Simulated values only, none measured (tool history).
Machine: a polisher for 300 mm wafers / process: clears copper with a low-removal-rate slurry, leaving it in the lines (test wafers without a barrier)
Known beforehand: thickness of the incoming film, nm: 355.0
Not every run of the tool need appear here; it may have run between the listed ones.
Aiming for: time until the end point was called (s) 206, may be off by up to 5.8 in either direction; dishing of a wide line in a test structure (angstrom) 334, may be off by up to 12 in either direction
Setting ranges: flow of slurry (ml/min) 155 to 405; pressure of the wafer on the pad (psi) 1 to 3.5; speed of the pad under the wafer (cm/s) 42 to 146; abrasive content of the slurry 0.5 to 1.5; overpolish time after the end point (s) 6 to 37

run	hour	flow of slurry (ml/min)	pressure of the wafer on the pad (psi)	speed of the pad under the wafer (cm/s)	abrasive content of the slurry	overpolish time after the end point (s)	time until the end point was called (s)	dishing of a wide line in a test structure (angstrom)
1	0	260	2.2	94	1	19	201.62	225.61
2	8.3	260	1.6	94	1	19	275.36	169.66
3	11.2	255	1.8	94	1	21	247.47	204.29
4	14.6	250	1.9	94	1	23	235.69	238.28
# hour 15.4: head pressure recalibrated
5	15.4	245	2	94	1	24	208.78	269.53
6	23.1	260	2	94	1	25	203.67	289.32
7	24.3	245	2	94	1	26	206.06	292.63
8	31.7	250	2	94	1	27	209.37	306.37
9	39.4	255	2	94	1	28	205.51	311.66
10	42.6	245	2	94	1	28	207.36	312.92

Below are 4 possible settings for the next run. Only one of them brings all results inside the allowed miss of their targets. Which is it?
A	45.8	220	2.1	88	1.15	24	?	?
B	45.8	195	2	104	0.85	30	?	?
C	45.8	245	2	84	0.95	36	?	?
D	45.8	200	2	104	0.85	33	?	?

move	time until the end point was called (s)	dishing of a wide line in a test structure (angstrom)
A	198.77	282.74
B	203.22	334.56
C	220.87	363.25
D	202.42	363.31
A: its largest miss is bigger than the last run's
B: all results land within tolerance of their targets
C: takes the biggest miss from the last run beyond its target
D: takes the biggest miss from the last run beyond its target
Answer: B
